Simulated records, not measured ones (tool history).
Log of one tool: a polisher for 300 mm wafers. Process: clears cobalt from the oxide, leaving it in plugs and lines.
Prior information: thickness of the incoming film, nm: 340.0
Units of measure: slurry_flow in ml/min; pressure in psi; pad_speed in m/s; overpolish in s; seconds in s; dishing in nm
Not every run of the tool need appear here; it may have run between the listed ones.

run,hour,slurry_flow,pressure,pad_speed,overpolish,seconds,dishing
1,0,155,2.3,1.26,23,43.225,51.106
2,2.9,155,1.9,1.24,18,51.277,44.973
3,3.5,155,1.6,1.22,19,64.212,44.168
4,4.6,155,1.6,1.1,19,67.329,41.443
5,8.3,155,1.9,1.1,19,57.288,44.364
6,14.1,155,1.7,1.1,19,65.449,42.82

Run 7, settings as shown, results not yet in. Your forecast:
7,17.5,155,1.6,1.1,19,?,?

seconds: 69.757 s
dishing: 40.505 nm

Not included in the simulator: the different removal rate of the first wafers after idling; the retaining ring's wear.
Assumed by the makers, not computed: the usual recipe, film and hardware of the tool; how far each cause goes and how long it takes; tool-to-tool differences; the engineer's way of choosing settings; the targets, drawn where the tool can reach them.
